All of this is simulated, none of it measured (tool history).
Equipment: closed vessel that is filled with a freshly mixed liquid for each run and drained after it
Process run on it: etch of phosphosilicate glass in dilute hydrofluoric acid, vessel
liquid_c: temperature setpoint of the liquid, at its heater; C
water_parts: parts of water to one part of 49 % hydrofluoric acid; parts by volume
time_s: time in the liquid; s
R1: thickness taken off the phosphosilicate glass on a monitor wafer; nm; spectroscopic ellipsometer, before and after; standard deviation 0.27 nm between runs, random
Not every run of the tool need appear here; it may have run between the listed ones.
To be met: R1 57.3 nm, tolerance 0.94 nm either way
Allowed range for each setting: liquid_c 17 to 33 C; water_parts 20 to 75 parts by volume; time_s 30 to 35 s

run 1 hour=0 | liquid_c=25 water_parts=45 time_s=35 | R1=111.14
run 2 hour=6.2 | liquid_c=23 water_parts=50 time_s=35 | R1=91.532
run 3 hour=9 | liquid_c=21.5 water_parts=55 time_s=35 | R1=77.203
run 4 hour=14.9 | liquid_c=21.5 water_parts=55 time_s=35 | R1=77.772
run 5 hour=21.4 | liquid_c=23 water_parts=55 time_s=35 | R1=82.741
run 6 hour=28.5 | liquid_c=23 water_parts=55 time_s=30 | R1=71.304
run 7 hour=33.7 | liquid_c=21.5 water_parts=55 time_s=30 | R1=66.853
run 8 hour=40.4 | liquid_c=20.5 water_parts=55 time_s=30 | R1=63.582

4 next moves are on the table. One of them brings every result within its allowed miss. Which?
run A hour=47.1 | liquid_c=21.5 water_parts=70 time_s=35 | R1=?
run B hour=47.1 | liquid_c=20 water_parts=60 time_s=30 | R1=?
run C hour=47.1 | liquid_c=19.5 water_parts=50 time_s=30 | R1=?
run D hour=47.1 | liquid_c=17.5 water_parts=60 time_s=35 | R1=?

move=A R1=59.833
move=B R1=56.876
move=C R1=67.617
move=D R1=59.651
A: moves toward the targets from the last run without getting all of them in spec
B: in spec on every target
C: further off than the last run
D: moves toward the targets from the last run without getting all of them in spec
Answer: B
